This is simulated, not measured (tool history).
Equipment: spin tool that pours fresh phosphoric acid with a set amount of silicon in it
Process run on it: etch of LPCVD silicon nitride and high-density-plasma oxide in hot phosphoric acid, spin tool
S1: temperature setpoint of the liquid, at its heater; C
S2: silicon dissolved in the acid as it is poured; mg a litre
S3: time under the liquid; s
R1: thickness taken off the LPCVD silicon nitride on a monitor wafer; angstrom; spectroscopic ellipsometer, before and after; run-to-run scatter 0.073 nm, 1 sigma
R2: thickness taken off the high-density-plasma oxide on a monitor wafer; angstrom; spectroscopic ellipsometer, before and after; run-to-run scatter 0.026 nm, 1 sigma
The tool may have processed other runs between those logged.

{"run": 1, "day": 0.0, "S1": 163.0, "S2": 16.0, "S3": 180, "R1": 141.67, "R2": 5.4514}
{"run": 2, "day": 0.05, "S1": 163.0, "S2": 16.0, "S3": 240, "R1": 189.15, "R2": 6.7438}
{"run": 3, "day": 0.092, "S1": 163.0, "S2": 16.0, "S3": 275, "R1": 217.1, "R2": 8.7157}
{"run": 4, "day": 0.454, "S1": 162.0, "S2": 14.0, "S3": 240, "R1": 184.85, "R2": 7.4256}
{"run": 5, "day": 0.55, "S1": 163.5, "S2": 14.0, "S3": 240, "R1": 194.02, "R2": 8.3465}
{"run": 6, "day": 0.758, "S1": 162.5, "S2": 13.5, "S3": 215, "R1": 167.07, "R2": 7.2202}

For run 7, what comes out?
{"run": 7, "day": 0.817, "S1": 162.0, "S2": 14.0, "S3": 200, "R1": "?", "R2": "?"}

{"run 7": {"R1": 154.05, "R2": 5.9653}}

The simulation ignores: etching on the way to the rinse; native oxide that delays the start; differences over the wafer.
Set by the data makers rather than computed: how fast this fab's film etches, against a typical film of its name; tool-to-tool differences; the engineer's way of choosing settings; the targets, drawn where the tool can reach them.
